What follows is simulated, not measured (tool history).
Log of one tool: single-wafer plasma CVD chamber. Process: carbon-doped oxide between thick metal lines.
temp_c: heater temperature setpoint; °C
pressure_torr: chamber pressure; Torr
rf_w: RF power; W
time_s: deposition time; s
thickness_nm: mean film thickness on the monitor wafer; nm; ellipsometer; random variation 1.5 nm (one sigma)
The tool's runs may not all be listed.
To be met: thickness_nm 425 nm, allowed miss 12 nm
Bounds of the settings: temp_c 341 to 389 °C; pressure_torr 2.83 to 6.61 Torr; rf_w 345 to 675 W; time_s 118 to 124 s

run 1 hour=0 | temp_c=365 pressure_torr=4.72 rf_w=510 time_s=124 | thickness_nm=579.8
run 2 hour=5.5 | temp_c=365 pressure_torr=5.22 rf_w=510 time_s=124 | thickness_nm=582.76
run 3 hour=13 | temp_c=368 pressure_torr=5.07 rf_w=490 time_s=123 | thickness_nm=551.54
run 4 hour=14.6 | temp_c=369 pressure_torr=5.04 rf_w=475 time_s=122 | thickness_nm=528.08
run 5 hour=19.8 | temp_c=370 pressure_torr=5.01 rf_w=465 time_s=122 | thickness_nm=513.32
run 6 hour=20.7 | temp_c=360 pressure_torr=5.01 rf_w=465 time_s=122 | thickness_nm=525.66
run 7 hour=28 | temp_c=360 pressure_torr=5 rf_w=450 time_s=122 | thickness_nm=507.71
run 8 hour=29.4 | temp_c=362 pressure_torr=4.22 rf_w=370 time_s=119 | thickness_nm=371.72
run 9 hour=30.9 | temp_c=362 pressure_torr=4.22 rf_w=370 time_s=119 | thickness_nm=370.48
run 10 hour=35 | temp_c=362 pressure_torr=4.22 rf_w=370 time_s=119 | thickness_nm=370.07
run 11 hour=41.1 | temp_c=362 pressure_torr=4.36 rf_w=370 time_s=119 | thickness_nm=371.69

Which of these 5 next moves meets every target?
run A hour=47.2 | temp_c=361 pressure_torr=3.51 rf_w=350 time_s=119 | thickness_nm=?
run B hour=47.2 | temp_c=364 pressure_torr=4.56 rf_w=425 time_s=124 | thickness_nm=?
run C hour=47.2 | temp_c=358 pressure_torr=4.44 rf_w=375 time_s=123 | thickness_nm=?
run D hour=47.2 | temp_c=355 pressure_torr=4.34 rf_w=345 time_s=122 | thickness_nm=?
run E hour=47.2 | temp_c=346 pressure_torr=4.08 rf_w=390 time_s=124 | thickness_nm=?

move=A thickness_nm=332.76
move=B thickness_nm=469.44
move=C thickness_nm=397.09
move=D thickness_nm=348.23
move=E thickness_nm=428.23
A: further off than the last run
B: takes the result that was furthest off past its target
C: nearer than the last run, and not there yet
D: further off than the last run
E: meets every target
Answer: E
